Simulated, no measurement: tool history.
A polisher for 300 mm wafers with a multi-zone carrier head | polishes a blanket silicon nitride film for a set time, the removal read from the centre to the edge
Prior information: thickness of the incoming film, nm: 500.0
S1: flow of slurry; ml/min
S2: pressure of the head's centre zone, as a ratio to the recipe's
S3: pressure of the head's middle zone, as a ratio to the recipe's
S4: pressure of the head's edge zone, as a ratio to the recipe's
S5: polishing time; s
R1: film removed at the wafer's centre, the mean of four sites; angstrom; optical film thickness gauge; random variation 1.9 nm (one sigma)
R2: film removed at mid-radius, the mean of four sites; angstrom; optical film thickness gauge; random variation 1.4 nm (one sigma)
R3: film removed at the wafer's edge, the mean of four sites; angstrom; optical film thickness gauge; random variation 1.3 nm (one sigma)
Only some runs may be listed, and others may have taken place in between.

Run 1, hour 0: S1 185 ml/min, S2 1, S3 1, S4 1, S5 60 s. Result: R1 1348.4 angstrom, R2 1356.9 angstrom, R3 1378 angstrom.
Run 2, hour 6: S1 150 ml/min, S2 1, S3 1, S4 1, S5 60 s. Result: R1 1319.8 angstrom, R2 1318.1 angstrom, R3 1334.2 angstrom.
Run 3, hour 6.8: S1 150 ml/min, S2 1, S3 1, S4 1, S5 67 s. Result: R1 1457.7 angstrom, R2 1452.9 angstrom, R3 1512.6 angstrom.
Run 4, hour 11.4: S1 180 ml/min, S2 1.06, S3 1.05, S4 1.05, S5 68 s. Result: R1 1623 angstrom, R2 1562.9 angstrom, R3 1590.5 angstrom.
Run 5, hour 15.4: S1 150 ml/min, S2 1.06, S3 1.05, S4 1.05, S5 68 s. Result: R1 1563.4 angstrom, R2 1513.9 angstrom, R3 1553 angstrom.
Run 6, hour 19.3: S1 185 ml/min, S2 1.09, S3 1.09, S4 1.08, S5 70 s. Result: R1 1705.2 angstrom, R2 1647.5 angstrom, R3 1647.5 angstrom.
Run 7, hour 27.6: S1 210 ml/min, S2 1.11, S3 1.11, S4 1.1, S5 71 s. Result: R1 1781.8 angstrom, R2 1704.6 angstrom, R3 1706.4 angstrom.
Run 8, hour 32.6: S1 225 ml/min, S2 1.12, S3 1.13, S4 1.11, S5 72 s. Result: R1 1834.6 angstrom, R2 1789.6 angstrom, R3 1743.9 angstrom.

Estimate the outcome of run 9 from the log above:
Run 9, hour 40.4: S1 235 ml/min, S2 1.13, S3 1.14, S4 1.12, S5 73 s. Result: R1 ?, R2 ?, R3 ?.

Run 9 gave R1 1901.5 angstrom, R2 1824.3 angstrom, R3 1778.8 angstrom.
